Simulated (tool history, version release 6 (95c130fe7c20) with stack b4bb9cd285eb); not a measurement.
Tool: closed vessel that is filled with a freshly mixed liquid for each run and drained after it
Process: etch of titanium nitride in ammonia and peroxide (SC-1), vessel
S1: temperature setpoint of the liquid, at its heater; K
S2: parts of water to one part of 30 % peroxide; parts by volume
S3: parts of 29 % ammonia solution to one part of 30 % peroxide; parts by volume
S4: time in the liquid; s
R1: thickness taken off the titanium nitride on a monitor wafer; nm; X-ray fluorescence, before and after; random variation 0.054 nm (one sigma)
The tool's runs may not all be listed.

run	hour	S1	S2	S3	S4	R1
1	0.0	322.15	16	0.65	40	2.4653
2	4.5	322.15	16	0.85	40	2.6101
3	11.7	325.65	16	0.85	40	3.2926
4	12.9	319.15	16	0.85	40	2.0790
# hour 21.3: ammonia flow meter replaced
5	21.3	323.65	16	0.85	40	2.9720
6	23.7	323.65	16	0.95	40	2.9628

What will run 7 give?
7	32.7	326.65	16	0.95	40	?

R1: 3.6759 nm

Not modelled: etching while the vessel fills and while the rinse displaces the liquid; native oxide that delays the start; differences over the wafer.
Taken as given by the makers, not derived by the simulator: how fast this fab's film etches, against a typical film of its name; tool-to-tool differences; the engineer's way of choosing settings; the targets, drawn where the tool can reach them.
